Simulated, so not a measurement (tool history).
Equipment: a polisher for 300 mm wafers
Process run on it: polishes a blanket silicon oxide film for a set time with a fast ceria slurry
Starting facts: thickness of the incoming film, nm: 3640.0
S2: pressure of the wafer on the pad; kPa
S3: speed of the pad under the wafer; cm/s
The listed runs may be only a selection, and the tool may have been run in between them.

{"run": 1, "hour": 0.0, "flow of slurry (ml/min)": 130, "S2": 11.0, "S3": 130, "polishing time (s)": 88, "film removed (nm)": 1207.1}
{"run": 2, "hour": 5.3, "flow of slurry (ml/min)": 130, "S2": 13.1, "S3": 130, "polishing time (s)": 88, "film removed (nm)": 1416.2}
{"run": 3, "hour": 9.6, "flow of slurry (ml/min)": 130, "S2": 13.1, "S3": 108, "polishing time (s)": 88, "film removed (nm)": 1241.8}
{"run": 4, "hour": 18.3, "flow of slurry (ml/min)": 130, "S2": 13.1, "S3": 124, "polishing time (s)": 88, "film removed (nm)": 1401.1}
{"run": 5, "hour": 24.1, "flow of slurry (ml/min)": 125, "S2": 10.3, "S3": 118, "polishing time (s)": 88, "film removed (nm)": 1069.1}
{"run": 6, "hour": 26.6, "flow of slurry (ml/min)": 125, "S2": 9.0, "S3": 108, "polishing time (s)": 88, "film removed (nm)": 862.6}

Run 7 is up next; what results do you expect?
{"run": 7, "hour": 33.8, "flow of slurry (ml/min)": 125, "S2": 7.6, "S3": 104, "polishing time (s)": 88, "film removed (nm)": "?"}

film removed (nm): 716.22

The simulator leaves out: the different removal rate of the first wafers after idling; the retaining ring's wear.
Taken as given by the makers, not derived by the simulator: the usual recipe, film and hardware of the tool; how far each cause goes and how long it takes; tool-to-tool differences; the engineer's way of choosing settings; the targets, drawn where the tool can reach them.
